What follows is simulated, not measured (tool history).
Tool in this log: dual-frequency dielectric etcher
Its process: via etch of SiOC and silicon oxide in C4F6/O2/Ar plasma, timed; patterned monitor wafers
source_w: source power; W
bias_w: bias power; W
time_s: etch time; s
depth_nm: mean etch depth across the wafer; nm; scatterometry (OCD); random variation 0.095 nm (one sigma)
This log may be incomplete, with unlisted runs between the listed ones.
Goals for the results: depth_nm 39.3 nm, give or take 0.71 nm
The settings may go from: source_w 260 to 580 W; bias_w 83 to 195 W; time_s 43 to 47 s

| run | hour | source_w | bias_w | time_s | depth_nm |
|---|---|---|---|---|---|
| 1 | 0 | 420 | 139 | 47 | 48.465 |
| 2 | 3.5 | 420 | 115 | 47 | 46.306 |
| 3 | 5.6 | 420 | 115 | 47 | 46.246 |
| 4 | 6.3 | 420 | 115 | 43 | 42.295 |
| 5 | 9.6 | 420 | 133 | 43 | 43.867 |
| 6 | 14.5 | 420 | 122 | 43 | 42.842 |
| 7 | 21.9 | 400 | 120 | 43 | 41.642 |
| 8 | 25.7 | 390 | 119 | 43 | 41.079 |
| 9 | 34.6 | 340 | 116 | 43 | 37.487 |
| 10 | 36.8 | 340 | 116 | 43 | 37.606 |
| 11 | 42.6 | 350 | 116 | 43 | 38.185 |

Which of these 5 next moves meets every target?
| A | 48.4 | 360 | 109 | 44 | ? |
| B | 48.4 | 290 | 118 | 47 | ? |
| C | 48.4 | 330 | 114 | 43.5 | ? |
| D | 48.4 | 320 | 116 | 44 | ? |
| E | 48.4 | 360 | 94 | 47 | ? |

| move | depth_nm |
|---|---|
| A | 39.284 |
| B | 37.342 |
| C | 37.225 |
| D | 37.088 |
| E | 40.684 |
A: all results land within tolerance of their targets
B: the biggest miss grows against the last run
C: the biggest miss grows against the last run
D: the biggest miss grows against the last run
E: takes the result that was furthest off past its target
Correct choice: A, which meets every target

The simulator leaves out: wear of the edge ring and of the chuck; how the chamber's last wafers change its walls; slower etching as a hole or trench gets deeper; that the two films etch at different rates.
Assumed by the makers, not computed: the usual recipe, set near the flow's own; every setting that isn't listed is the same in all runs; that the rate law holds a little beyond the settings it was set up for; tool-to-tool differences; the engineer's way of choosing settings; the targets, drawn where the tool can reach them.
